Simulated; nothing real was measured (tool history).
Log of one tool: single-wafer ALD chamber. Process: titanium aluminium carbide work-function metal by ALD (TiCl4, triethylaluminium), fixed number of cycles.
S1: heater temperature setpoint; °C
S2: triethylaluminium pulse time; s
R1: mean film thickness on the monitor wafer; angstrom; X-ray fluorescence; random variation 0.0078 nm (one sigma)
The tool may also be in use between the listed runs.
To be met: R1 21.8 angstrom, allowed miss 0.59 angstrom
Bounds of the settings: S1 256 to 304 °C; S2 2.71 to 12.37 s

run 1 hour=0 | S1=280 S2=7.54 | R1=18.786
run 2 hour=8 | S1=280 S2=9.3 | R1=19.76
run 3 hour=13.4 | S1=284 S2=9.78 | R1=19.96
run 4 hour=20.1 | S1=288 S2=10.66 | R1=20.561
run 5 hour=27.5 | S1=293 S2=10.66 | R1=21.094
run 6 hour=36.1 | S1=283 S2=10.66 | R1=20.149
run 7 hour=37 | S1=287 S2=11.2 | R1=20.584
run 8 hour=40.2 | S1=290 S2=11.59 | R1=20.973

Which of these 4 next moves meets every target?
run A hour=43.4 | S1=286 S2=11.88 | R1=?
run B hour=43.4 | S1=281 S2=10.45 | R1=?
run C hour=43.4 | S1=298 S2=11.68 | R1=?
run D hour=43.4 | S1=293 S2=9.13 | R1=?

move=A R1=20.482
move=B R1=19.846
move=C R1=21.536
move=D R1=20.559
A: further off than the last run
B: further off than the last run
C: meets every target
D: further off than the last run
Move C is the one to make.

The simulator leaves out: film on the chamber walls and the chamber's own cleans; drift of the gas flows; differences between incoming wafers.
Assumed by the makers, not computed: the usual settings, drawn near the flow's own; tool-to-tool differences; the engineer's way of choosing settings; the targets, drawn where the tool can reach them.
